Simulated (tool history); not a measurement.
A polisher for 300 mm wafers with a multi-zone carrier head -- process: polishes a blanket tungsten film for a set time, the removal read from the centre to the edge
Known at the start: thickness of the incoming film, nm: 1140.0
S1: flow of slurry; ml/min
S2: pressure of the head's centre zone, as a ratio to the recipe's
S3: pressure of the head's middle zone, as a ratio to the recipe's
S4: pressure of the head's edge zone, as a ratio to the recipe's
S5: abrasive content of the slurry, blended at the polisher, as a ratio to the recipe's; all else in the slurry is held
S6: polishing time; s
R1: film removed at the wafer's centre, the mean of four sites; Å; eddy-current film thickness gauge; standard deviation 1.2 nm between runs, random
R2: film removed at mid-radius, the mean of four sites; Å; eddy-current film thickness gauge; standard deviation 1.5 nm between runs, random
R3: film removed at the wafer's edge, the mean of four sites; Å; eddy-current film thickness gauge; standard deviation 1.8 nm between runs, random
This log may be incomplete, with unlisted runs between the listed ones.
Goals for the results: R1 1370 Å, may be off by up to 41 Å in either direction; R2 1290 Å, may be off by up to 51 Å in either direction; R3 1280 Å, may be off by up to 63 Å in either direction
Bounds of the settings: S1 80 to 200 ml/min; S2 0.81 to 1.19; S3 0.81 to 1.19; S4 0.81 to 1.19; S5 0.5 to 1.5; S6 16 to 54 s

| run | hour | S1 | S2 | S3 | S4 | S5 | S6 | R1 | R2 | R3 |
|---|---|---|---|---|---|---|---|---|---|---|
| 1 | 0 | 130 | 1 | 1 | 1 | 1 | 35 | 973.81 | 1060 | 1030.5 |
| 2 | 7 | 130 | 1 | 1 | 0.97 | 1 | 35 | 968.3 | 1042.1 | 1042.3 |
| 3 | 13 | 135 | 1.02 | 1 | 0.97 | 1.05 | 35 | 1010.9 | 1071 | 1037.7 |
| 4 | 20.8 | 135 | 0.99 | 1 | 0.97 | 1.05 | 35 | 964.28 | 1072.9 | 1078.9 |
| 5 | 24 | 140 | 1.01 | 0.99 | 0.97 | 1.1 | 35 | 1000.3 | 1083.9 | 1076.9 |
| 6 | 32.5 | 140 | 1.01 | 0.99 | 0.97 | 1.1 | 31 | 900.12 | 961.06 | 950.84 |
| 7 | 39.8 | 145 | 1.03 | 0.98 | 0.97 | 1.15 | 32 | 947.31 | 994.82 | 946.09 |
| 8 | 41.4 | 140 | 1.04 | 0.97 | 0.97 | 1.15 | 34 | 1019.4 | 1051.1 | 1061.5 |
| 9 | 50.1 | 140 | 1.06 | 0.97 | 0.97 | 1.2 | 35 | 1079 | 1086 | 1114.9 |
| 10 | 58 | 140 | 1.08 | 0.98 | 0.97 | 1.25 | 35 | 1112.2 | 1107.7 | 1088 |
| 11 | 62 | 140 | 1.09 | 0.98 | 0.97 | 1.3 | 35 | 1137 | 1112.2 | 1106.6 |
| 12 | 66.3 | 145 | 1.1 | 0.98 | 0.98 | 1.35 | 35 | 1145.3 | 1104.8 | 1127.6 |
|  | 75.3 | centre zone pressure recalibrated |
| 13 | 75.3 | 145 | 1.11 | 0.99 | 0.98 | 1.35 | 35 | 1267.2 | 1130.3 | 1125.1 |
| 14 | 81.7 | 145 | 1.1 | 0.99 | 0.98 | 1.35 | 35 | 1231.7 | 1121.3 | 1120.6 |

Below are 5 possible settings for the next run. Only one of them brings all results inside the allowed miss of their targets. Which is it?
| A | 88.1 | 165 | 1.09 | 0.96 | 1.04 | 1.1 | 43 | ? | ? | ? |
| B | 88.1 | 130 | 1.19 | 1.11 | 1.08 | 1.5 | 38 | ? | ? | ? |
| C | 88.1 | 135 | 0.91 | 0.97 | 0.82 | 1.05 | 40 | ? | ? | ? |
| D | 88.1 | 80 | 0.83 | 0.91 | 0.81 | 1.25 | 50 | ? | ? | ? |
| E | 88.1 | 120 | 1.09 | 1.02 | 1.05 | 1.25 | 41 | ? | ? | ? |

| move | R1 | R2 | R3 |
|---|---|---|---|
| A | 1498.6 | 1335.8 | 1382.9 |
| B | 1476.6 | 1346 | 1280.9 |
| C | 1107.3 | 1199.6 | 1162.5 |
| D | 1146.4 | 1326 | 1390.9 |
| E | 1376.6 | 1291.9 | 1304 |
A: takes the biggest miss from the last run beyond its target
B: takes the biggest miss from the last run beyond its target
C: its largest miss is bigger than the last run's
D: its largest miss is bigger than the last run's
E: meets every target
Move E is the one to make.
